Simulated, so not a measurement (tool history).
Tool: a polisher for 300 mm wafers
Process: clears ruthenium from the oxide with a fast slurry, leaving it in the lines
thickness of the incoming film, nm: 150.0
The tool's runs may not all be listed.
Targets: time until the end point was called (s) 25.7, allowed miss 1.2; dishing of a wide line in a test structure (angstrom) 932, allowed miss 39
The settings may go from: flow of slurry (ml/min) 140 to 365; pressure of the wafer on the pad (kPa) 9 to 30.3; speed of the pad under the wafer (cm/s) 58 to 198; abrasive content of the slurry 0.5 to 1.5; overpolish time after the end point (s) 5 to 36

run  hour  flow of slurry (ml/min)  pressure of the wafer on the pad (kPa)  speed of the pad under the wafer (cm/s)  abrasive content of the slurry  overpolish time after the end point (s)  time until the end point was called (s)  dishing of a wide line in a test structure (angstrom)
  1     0                      235                                    19.3                                      128                               1                                       18                                   31.241                                                 670.17
  2     5                      235                                      20                                      128                               1                                       19                                   29.182                                                 713.35
  3   8.5                      235                                      20                                      128                               1                                       20                                   29.556                                                 754.53
  4  12.8                      235                                      20                                      110                               1                                       20                                   32.474                                                 685.67
     21.3  -- worn pad replaced by a new one
  5  21.3                      235                                    20.7                                      112                               1                                       21                                   28.498                                                 803.13
  6  29.2                      235                                    20.7                                       82                               1                                       21                                   34.262                                                 690.55
  7  35.4                      235                                    21.4                                       82                               1                                       21                                   33.762                                                 697.66
  8  38.2                      235                                    22.1                                       82                               1                                       21                                   32.412                                                 713.32

Which of these 5 next moves meets every target?
  A    41                      280                                    21.4                                      130                            0.95                                       23                                        ?                                                      ?
  B    41                      265                                    22.1                                      100                            1.05                                       20                                        ?                                                      ?
  C    41                      220                                    19.3                                       96                             0.8                                       31                                        ?                                                      ?
  D    41                      260                                    18.6                                       92                            0.95                                       35                                        ?                                                      ?
  E    41                      245                                    21.4                                      122                            0.55                                       19                                        ?                                                      ?

move  time until the end point was called (s)  dishing of a wide line in a test structure (angstrom)
   A                                   25.785                                                 932.39
   B                                   28.069                                                 786.77
   C                                   39.934                                                 840.52
   D                                    36.85                                                 975.67
   E                                   45.412                                                 506.72
A: meets every target
B: nearer than the last run, and not there yet
C: further off than the last run
D: takes the result that was furthest off past its target
E: further off than the last run
Move A is the one to make.
